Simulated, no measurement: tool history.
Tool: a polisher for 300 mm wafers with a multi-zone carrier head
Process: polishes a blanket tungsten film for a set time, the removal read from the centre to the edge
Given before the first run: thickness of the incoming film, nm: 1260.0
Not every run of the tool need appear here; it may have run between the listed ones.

run,hour,flow of slurry (ml/min),pressure of the head's centre zone,pressure of the head's middle zone,pressure of the head's edge zone,abrasive content of the slurry,polishing time (s),film removed at the wafer's centre (nm),film removed at mid-radius (nm),film removed at the wafer's edge (nm)
1,0,140,1,1,1,1,63,536.96,518.68,521.53
2,6,140,1,1,1.03,1,63,536.58,507.15,526.7
3,14.6,140,1,1.03,1.03,1,63,529.76,524.27,538.06
4,19.6,145,1.01,1.04,1.04,1,63,547.25,523.87,549.21
5,24.8,150,1.01,1.05,1.05,1,63,550.95,539.12,547.16
6,28.4,150,0.92,1.05,1.05,1,63,499.64,546.39,536.27
7,33.5,155,0.93,1.05,1.06,1.05,63,520.31,543.02,545.36

What does the tool deliver on the next run?
8,38.9,155,0.94,1.06,1.07,1.05,63,?,?,?

Run 8 yielded film removed at the wafer's centre (nm) 534.94, film removed at mid-radius (nm) 547.08, film removed at the wafer's edge (nm) 542.84.
